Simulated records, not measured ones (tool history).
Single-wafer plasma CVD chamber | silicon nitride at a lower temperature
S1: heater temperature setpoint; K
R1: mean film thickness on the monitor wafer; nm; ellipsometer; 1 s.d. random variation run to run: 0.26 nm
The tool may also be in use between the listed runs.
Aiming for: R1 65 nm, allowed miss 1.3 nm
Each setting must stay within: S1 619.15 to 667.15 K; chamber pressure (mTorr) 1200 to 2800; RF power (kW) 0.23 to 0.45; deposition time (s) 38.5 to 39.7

Run 1, hour 0: S1 643.15 K, chamber pressure (mTorr) 2000, RF power (kW) 0.34, deposition time (s) 38.5. Result: R1 52.912 nm.
Run 2, hour 2.2: S1 643.15 K, chamber pressure (mTorr) 1750, RF power (kW) 0.34, deposition time (s) 38.5. Result: R1 50.168 nm.
Run 3, hour 6: S1 643.15 K, chamber pressure (mTorr) 1910, RF power (kW) 0.35, deposition time (s) 38.5. Result: R1 53.01 nm.
Run 4, hour 12.8: S1 649.15 K, chamber pressure (mTorr) 1910, RF power (kW) 0.35, deposition time (s) 38.5. Result: R1 53.003 nm.
Run 5, hour 15.2: S1 649.15 K, chamber pressure (mTorr) 2050, RF power (kW) 0.355, deposition time (s) 38.5. Result: R1 54.511 nm.
Run 6, hour 18: S1 641.15 K, chamber pressure (mTorr) 2050, RF power (kW) 0.355, deposition time (s) 38.5. Result: R1 54.443 nm.
Run 7, hour 24.1: S1 641.15 K, chamber pressure (mTorr) 2160, RF power (kW) 0.365, deposition time (s) 38.5. Result: R1 56.552 nm.
Run 8, hour 26.9: S1 641.15 K, chamber pressure (mTorr) 2250, RF power (kW) 0.37, deposition time (s) 38.5. Result: R1 57.272 nm.
Run 9, hour 28.7: S1 641.15 K, chamber pressure (mTorr) 2320, RF power (kW) 0.375, deposition time (s) 38.5. Result: R1 59.01 nm.
Run 10, hour 29.3: S1 641.15 K, chamber pressure (mTorr) 2390, RF power (kW) 0.38, deposition time (s) 38.5. Result: R1 60.036 nm.
Run 11, hour 30: S1 641.15 K, chamber pressure (mTorr) 2450, RF power (kW) 0.385, deposition time (s) 38.5. Result: R1 60.572 nm.
Run 12, hour 36.2: S1 641.15 K, chamber pressure (mTorr) 2490, RF power (kW) 0.39, deposition time (s) 38.5. Result: R1 61.256 nm.
Run 13, hour 43.1: S1 641.15 K, chamber pressure (mTorr) 2530, RF power (kW) 0.395, deposition time (s) 38.5. Result: R1 62.238 nm.

Next run, 4 choices. One meets every target within its allowed miss, the rest don't. Which?
Run A, hour 50: S1 640.15 K, chamber pressure (mTorr) 2430, RF power (kW) 0.41, deposition time (s) 38.5. Result: R1 ?.
Run B, hour 50: S1 636.15 K, chamber pressure (mTorr) 2590, RF power (kW) 0.4, deposition time (s) 39.7. Result: R1 ?.
Run C, hour 50: S1 639.15 K, chamber pressure (mTorr) 2570, RF power (kW) 0.38, deposition time (s) 39.1. Result: R1 ?.
Run D, hour 50: S1 639.15 K, chamber pressure (mTorr) 2700, RF power (kW) 0.39, deposition time (s) 38.5. Result: R1 ?.

move      R1
   A  62.574
   B  64.954
   C  61.972
   D  62.785
A: closes in on the targets versus the last run, not all within tolerance yet
B: meets every target
C: further off than the last run
D: closes in on the targets versus the last run, not all within tolerance yet
The right move is B.
